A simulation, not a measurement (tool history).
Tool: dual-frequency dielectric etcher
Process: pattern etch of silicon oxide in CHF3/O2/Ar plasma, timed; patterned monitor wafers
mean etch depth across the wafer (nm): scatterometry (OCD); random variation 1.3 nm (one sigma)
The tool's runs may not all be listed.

run  hour  source power (W)  bias power (W)  etch time (s)  mean etch depth across the wafer (nm)
  1     0               710             211          315.5                                 721.17
  2   7.7               710             211          315.5                                 716.99
  3   9.7               630             209          315.5                                 681.99
  4  18.1               630             232          315.5                                 706.79
  5  24.3               570             231          315.5                                 676.89
  6  26.2               530             230          315.5                                 655.05
  7    33               510             230          315.5                                 645.91
  8  40.6               500             230          315.5                                 639.95

Forecast run 9:
  9  47.4               460             229          315.5                                      ?

mean etch depth across the wafer (nm): 618.79
